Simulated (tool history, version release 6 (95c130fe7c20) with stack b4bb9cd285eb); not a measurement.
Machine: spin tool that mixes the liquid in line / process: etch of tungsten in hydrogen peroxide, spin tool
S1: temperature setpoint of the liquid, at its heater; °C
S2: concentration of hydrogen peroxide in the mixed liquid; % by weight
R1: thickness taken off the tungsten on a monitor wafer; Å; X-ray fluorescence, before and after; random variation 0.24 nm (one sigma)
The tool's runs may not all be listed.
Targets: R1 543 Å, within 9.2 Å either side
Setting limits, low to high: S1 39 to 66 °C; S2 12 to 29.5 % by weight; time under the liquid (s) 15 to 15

{"run": 1, "hour": 0.0, "S1": 55, "S2": 20, "time under the liquid (s)": 15, "R1": 436.29}
{"run": 2, "hour": 6.5, "S1": 56, "S2": 20, "time under the liquid (s)": 15, "R1": 461.24}
{"run": 3, "hour": 14.9, "S1": 56.5, "S2": 20, "time under the liquid (s)": 15, "R1": 475.07}
{"run": 4, "hour": 20.9, "S1": 61, "S2": 20, "time under the liquid (s)": 15, "R1": 612.94}
{"run": 5, "hour": 24.6, "S1": 61, "S2": 20, "time under the liquid (s)": 15, "R1": 620.95}
{"run": 6, "hour": 27.4, "S1": 61, "S2": 23.5, "time under the liquid (s)": 15, "R1": 664.89}
{"run": 7, "hour": 28.8, "S1": 60, "S2": 23.5, "time under the liquid (s)": 15, "R1": 635.05}
{"run": 8, "hour": 32.2, "S1": 56.5, "S2": 23.5, "time under the liquid (s)": 15, "R1": 512.34}
{"run": 9, "hour": 33.5, "S1": 57, "S2": 23.5, "time under the liquid (s)": 15, "R1": 530.19}

Pick the move, out of 4, that brings all results within their allowed miss; only one does.
{"run": "A", "hour": 34.8, "S1": 57.5, "S2": 23.5, "time under the liquid (s)": 15, "R1": "?"}
{"run": "B", "hour": 34.8, "S1": 55.5, "S2": 27.5, "time under the liquid (s)": 15, "R1": "?"}
{"run": "C", "hour": 34.8, "S1": 55.5, "S2": 25.5, "time under the liquid (s)": 15, "R1": "?"}
{"run": "D", "hour": 34.8, "S1": 59, "S2": 18.5, "time under the liquid (s)": 15, "R1": "?"}

move=A R1=547.18
move=B R1=526.31
move=C R1=506.81
move=D R1=529.71
A: all results in spec
B: the biggest miss grows against the last run
C: the biggest miss grows against the last run
D: just as far off the targets as the last run
The right move is A.
